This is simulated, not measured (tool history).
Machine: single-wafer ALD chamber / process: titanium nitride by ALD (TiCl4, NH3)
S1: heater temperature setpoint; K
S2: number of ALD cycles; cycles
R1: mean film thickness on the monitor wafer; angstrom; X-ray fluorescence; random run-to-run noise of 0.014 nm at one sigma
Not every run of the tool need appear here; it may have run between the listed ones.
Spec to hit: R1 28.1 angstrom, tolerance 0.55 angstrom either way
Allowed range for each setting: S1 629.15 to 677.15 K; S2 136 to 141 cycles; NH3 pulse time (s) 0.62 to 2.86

{"run": 1, "hour": 0.0, "S1": 653.15, "S2": 136, "NH3 pulse time (s)": 1.74, "R1": 30.23}
{"run": 2, "hour": 4.0, "S1": 649.15, "S2": 136, "NH3 pulse time (s)": 1.55, "R1": 30.059}
{"run": 3, "hour": 9.6, "S1": 649.15, "S2": 136, "NH3 pulse time (s)": 1.55, "R1": 30.133}
{"run": 4, "hour": 16.7, "S1": 649.15, "S2": 136, "NH3 pulse time (s)": 1.34, "R1": 29.51}
{"run": 5, "hour": 22.4, "S1": 644.15, "S2": 136, "NH3 pulse time (s)": 1.34, "R1": 29.255}
{"run": 6, "hour": 27.0, "S1": 644.15, "S2": 141, "NH3 pulse time (s)": 1.34, "R1": 30.074}
{"run": 7, "hour": 28.3, "S1": 643.15, "S2": 140, "NH3 pulse time (s)": 1.29, "R1": 29.945}
{"run": 8, "hour": 37.1, "S1": 631.15, "S2": 136, "NH3 pulse time (s)": 0.73, "R1": 25.217}
{"run": 9, "hour": 42.7, "S1": 634.15, "S2": 137, "NH3 pulse time (s)": 0.73, "R1": 25.944}
{"run": 10, "hour": 51.0, "S1": 636.15, "S2": 137, "NH3 pulse time (s)": 0.73, "R1": 25.907}

Exercise: of the 4 proposed moves below, exactly one satisfies all targets within the stated allowed misses. Which move is it?
{"run": "A", "hour": 59.3, "S1": 635.15, "S2": 136, "NH3 pulse time (s)": 0.62, "R1": "?"}
{"run": "B", "hour": 59.3, "S1": 636.15, "S2": 141, "NH3 pulse time (s)": 0.89, "R1": "?"}
{"run": "C", "hour": 59.3, "S1": 637.15, "S2": 137, "NH3 pulse time (s)": 0.64, "R1": "?"}
{"run": "D", "hour": 59.3, "S1": 634.15, "S2": 141, "NH3 pulse time (s)": 0.77, "R1": "?"}

move=A R1=24.371
move=B R1=27.945
move=C R1=25.058
move=D R1=26.86
A: misses by more than the last run did
B: all results in spec
C: misses by more than the last run did
D: nearer than the last run, and not there yet
The right move is B.

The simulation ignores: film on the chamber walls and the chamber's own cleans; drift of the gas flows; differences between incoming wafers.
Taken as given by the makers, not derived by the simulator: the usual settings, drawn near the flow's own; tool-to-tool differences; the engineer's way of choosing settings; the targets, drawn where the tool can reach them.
